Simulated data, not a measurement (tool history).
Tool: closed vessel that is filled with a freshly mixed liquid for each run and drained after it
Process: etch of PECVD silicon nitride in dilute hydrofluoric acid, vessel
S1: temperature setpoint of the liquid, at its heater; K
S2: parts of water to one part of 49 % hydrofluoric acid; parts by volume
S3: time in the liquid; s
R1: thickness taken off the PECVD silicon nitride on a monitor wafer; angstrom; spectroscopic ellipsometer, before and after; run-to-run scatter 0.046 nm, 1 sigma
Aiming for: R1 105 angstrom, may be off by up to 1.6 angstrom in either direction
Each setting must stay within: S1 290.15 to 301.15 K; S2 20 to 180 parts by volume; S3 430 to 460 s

run  hour      S1   S2   S3      R1
  1     0  293.15  100  430  94.943
  2   5.4  293.65  100  430  97.857
  3  13.3  294.15  100  430  101.26
  4  16.1  296.65  100  430  119.05
  5  22.1  296.65  100  460  127.67
  6  30.7  296.15  100  460  123.25
  7  34.7  296.15  100  460  124.01
  8    36  295.65  100  460  119.73
  9  37.6  295.15  100  460  115.78
 10  41.1  294.65  100  460     112
 11  50.1  294.15  100  460  107.96

Which of these 5 next moves meets every target?
  A  59.1  290.15   75  430   ?
  B  59.1  297.15  120  440   ?
  C  59.1  293.15  100  460   ?
  D  59.1  297.65  125  460   ?
  E  59.1  295.15  100  430   ?

move      R1
   A  101.53
   B  105.54
   C  101.06
   D  109.48
   E  108.13
A: carries the result that was furthest off beyond its target, to the other side
B: in spec on every target
C: carries the result that was furthest off beyond its target, to the other side
D: its largest miss is bigger than the last run's
E: its largest miss is bigger than the last run's
Go with B: it meets all targets.
